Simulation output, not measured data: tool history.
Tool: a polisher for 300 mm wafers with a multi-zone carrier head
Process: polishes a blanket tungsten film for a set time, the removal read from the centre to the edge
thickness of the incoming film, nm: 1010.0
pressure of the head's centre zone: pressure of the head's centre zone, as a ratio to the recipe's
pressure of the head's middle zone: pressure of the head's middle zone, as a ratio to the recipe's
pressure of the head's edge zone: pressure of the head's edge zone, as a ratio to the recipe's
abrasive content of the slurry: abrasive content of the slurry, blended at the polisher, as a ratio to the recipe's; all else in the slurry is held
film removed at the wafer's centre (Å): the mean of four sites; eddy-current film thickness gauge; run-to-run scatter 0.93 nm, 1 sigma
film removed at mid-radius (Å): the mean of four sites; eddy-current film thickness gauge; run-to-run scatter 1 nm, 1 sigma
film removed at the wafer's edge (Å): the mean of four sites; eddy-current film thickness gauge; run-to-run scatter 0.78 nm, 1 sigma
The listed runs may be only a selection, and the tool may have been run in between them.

run	hour	flow of slurry (ml/min)	pressure of the head's centre zone	pressure of the head's middle zone	pressure of the head's edge zone	abrasive content of the slurry	polishing time (s)	film removed at the wafer's centre (Å)	film removed at mid-radius (Å)	film removed at the wafer's edge (Å)
1	0	315	1	1	1	1	61	2014	2019.9	2114.4
2	8.2	365	1	1	1	1	61	2052	2046.9	2171.5
3	10.8	365	0.92	1	1	1	61	1896.6	2068.2	2134.8
4	12	345	0.92	0.98	0.95	0.9	54	1647.1	1704.5	1774.5
# hour 17.9: slurry nozzle cleaned
5	17.9	325	0.9	0.97	0.92	0.8	50	1498.7	1640.2	1603.2
6	19.4	290	0.9	0.97	0.92	0.8	50	1467	1590.7	1611.1
7	26.4	370	0.91	0.87	0.84	0.55	33	885.28	941.32	927.24
8	28.4	370	1.01	0.96	0.94	0.55	32	985.38	938.64	939.36

Expected results for the next run?
9	32.2	370	1	0.98	0.97	0.55	32	?	?	?

film removed at the wafer's centre (Å): 945.93
film removed at mid-radius (Å): 939.07
film removed at the wafer's edge (Å): 980.42
